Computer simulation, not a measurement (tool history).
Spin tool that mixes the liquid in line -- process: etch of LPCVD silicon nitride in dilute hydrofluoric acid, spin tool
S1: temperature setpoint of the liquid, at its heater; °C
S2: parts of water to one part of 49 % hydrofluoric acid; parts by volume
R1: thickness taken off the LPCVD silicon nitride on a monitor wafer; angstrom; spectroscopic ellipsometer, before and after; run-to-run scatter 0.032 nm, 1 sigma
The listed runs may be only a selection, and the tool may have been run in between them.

run 1 hour=0.0 | S1=26.0 S2=45 time_under_the_liquid_(s)=310 | R1=36.467
run 2 hour=4.5 | S1=26.0 S2=45 time_under_the_liquid_(s)=310 | R1=35.350
run 3 hour=5.7 | S1=24.5 S2=45 time_under_the_liquid_(s)=310 | R1=31.679
run 4 hour=8.2 | S1=24.5 S2=45 time_under_the_liquid_(s)=335 | R1=34.559
run 5 hour=15.1 | S1=24.5 S2=60 time_under_the_liquid_(s)=335 | R1=26.481
run 6 hour=21.1 | S1=24.0 S2=60 time_under_the_liquid_(s)=335 | R1=25.397
run 7 hour=26.5 | S1=23.5 S2=60 time_under_the_liquid_(s)=335 | R1=24.376
run 8 hour=28.6 | S1=23.0 S2=60 time_under_the_liquid_(s)=335 | R1=23.701
run 9 hour=35.2 | S1=22.5 S2=60 time_under_the_liquid_(s)=335 | R1=23.080
run 10 hour=37.5 | S1=22.0 S2=60 time_under_the_liquid_(s)=335 | R1=22.882

What does the tool deliver on the next run?
run 11 hour=42.7 | S1=21.5 S2=60 time_under_the_liquid_(s)=335 | R1=?

R1: 20.678 angstrom
